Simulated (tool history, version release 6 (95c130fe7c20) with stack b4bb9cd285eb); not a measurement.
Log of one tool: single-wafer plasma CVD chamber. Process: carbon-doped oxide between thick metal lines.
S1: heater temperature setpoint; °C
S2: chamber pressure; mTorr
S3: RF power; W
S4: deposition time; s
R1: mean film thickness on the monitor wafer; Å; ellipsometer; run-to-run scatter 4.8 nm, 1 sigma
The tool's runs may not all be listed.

run	day	S1	S2	S3	S4	R1
1	0.000	330	4990	665	150	9109.2
2	0.179	327	5150	670	150	9324.5
3	0.554	325	5230	670	150	9367.9
4	0.883	323	5340	670	150	9493.8
5	1.046	323	4530	670	150	9125.8
6	1.142	323	4530	670	143	8776.6
7	1.462	321	4840	675	143	8993.4

Run 8 has not been measured yet. What should we expect?
8	1.783	321	4840	675	143	?

Logged for run 8: R1 8895.7 Å.

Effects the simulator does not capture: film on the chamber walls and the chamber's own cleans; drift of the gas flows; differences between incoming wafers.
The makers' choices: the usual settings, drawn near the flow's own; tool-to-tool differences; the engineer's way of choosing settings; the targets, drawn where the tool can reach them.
